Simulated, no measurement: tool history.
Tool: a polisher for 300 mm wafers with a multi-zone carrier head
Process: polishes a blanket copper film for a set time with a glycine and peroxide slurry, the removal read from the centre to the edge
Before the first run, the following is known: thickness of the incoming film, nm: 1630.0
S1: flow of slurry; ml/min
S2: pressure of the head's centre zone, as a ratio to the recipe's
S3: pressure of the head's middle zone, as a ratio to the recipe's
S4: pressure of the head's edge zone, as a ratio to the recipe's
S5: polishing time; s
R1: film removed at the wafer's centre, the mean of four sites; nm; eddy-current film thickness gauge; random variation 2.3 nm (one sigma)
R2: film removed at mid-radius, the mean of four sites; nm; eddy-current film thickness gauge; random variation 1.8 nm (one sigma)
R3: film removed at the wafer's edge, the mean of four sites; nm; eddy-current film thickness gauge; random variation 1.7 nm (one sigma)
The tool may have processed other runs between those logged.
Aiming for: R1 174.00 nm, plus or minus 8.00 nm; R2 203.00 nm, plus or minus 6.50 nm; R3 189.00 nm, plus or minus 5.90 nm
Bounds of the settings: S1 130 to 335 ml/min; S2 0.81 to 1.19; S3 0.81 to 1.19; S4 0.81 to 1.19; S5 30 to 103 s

run 1 day=0.000 | S1=215 S2=1.00 S3=1.00 S4=1.00 S5=66 | R1=321.05 R2=324.20 R3=323.62
run 2 day=0.029 | S1=215 S2=0.92 S3=1.00 S4=1.00 S5=66 | R1=295.25 R2=319.28 R3=315.84
run 3 day=0.396 | S1=215 S2=0.92 S3=1.00 S4=0.92 S5=66 | R1=295.45 R2=313.66 R3=308.66
run 4 day=0.562 | S1=215 S2=0.91 S3=1.00 S4=0.91 S5=63 | R1=276.91 R2=302.62 R3=295.38
run 5 day=0.629 | S1=215 S2=0.96 S3=1.00 S4=0.91 S5=63 | R1=296.37 R2=303.46 R3=291.58
run 6 day=0.750 | S1=215 S2=0.95 S3=1.00 S4=0.90 S5=60 | R1=275.43 R2=288.84 R3=272.11
run 7 day=0.942 | S1=210 S2=0.94 S3=1.00 S4=0.90 S5=58 | R1=263.99 R2=283.02 R3=266.42
run 8 day=1.208 | S1=205 S2=0.93 S3=0.99 S4=0.89 S5=56 | R1=246.35 R2=267.38 R3=256.39
run 9 day=1.546 | S1=210 S2=0.89 S3=1.01 S4=0.82 S5=38 | R1=160.75 R2=181.65 R3=167.94
run 10 day=1.917 | S1=210 S2=0.89 S3=1.02 S4=0.83 S5=38 | R1=159.78 R2=185.73 R3=169.10
run 11 day=2.125 | S1=265 S2=0.93 S3=1.04 S4=0.93 S5=40 | R1=186.95 R2=208.04 R3=190.78

Which one of the following 5 next-run settings gets every result inside its allowed miss? There is exactly one.
run A day=2.333 | S1=285 S2=0.98 S3=1.08 S4=0.88 S5=40 | R1=? R2=? R3=?
run B day=2.333 | S1=250 S2=1.01 S3=0.98 S4=0.92 S5=41 | R1=? R2=? R3=?
run C day=2.333 | S1=270 S2=0.86 S3=1.01 S4=0.90 S5=40 | R1=? R2=? R3=?
run D day=2.333 | S1=320 S2=1.01 S3=1.05 S4=0.81 S5=40 | R1=? R2=? R3=?
run E day=2.333 | S1=250 S2=0.81 S3=1.08 S4=0.97 S5=39 | R1=? R2=? R3=?

move=A R1=203.23 R2=214.90 R3=188.05
move=B R1=209.81 R2=200.70 R3=194.06
move=C R1=176.48 R2=202.84 R3=189.02
move=D R1=213.24 R2=213.74 R3=183.46
move=E R1=159.85 R2=205.52 R3=189.02
A: lands further from the targets than the last run did
B: lands further from the targets than the last run did
C: in spec on every target
D: lands further from the targets than the last run did
E: takes the biggest miss from the last run beyond its target
C meets every target.
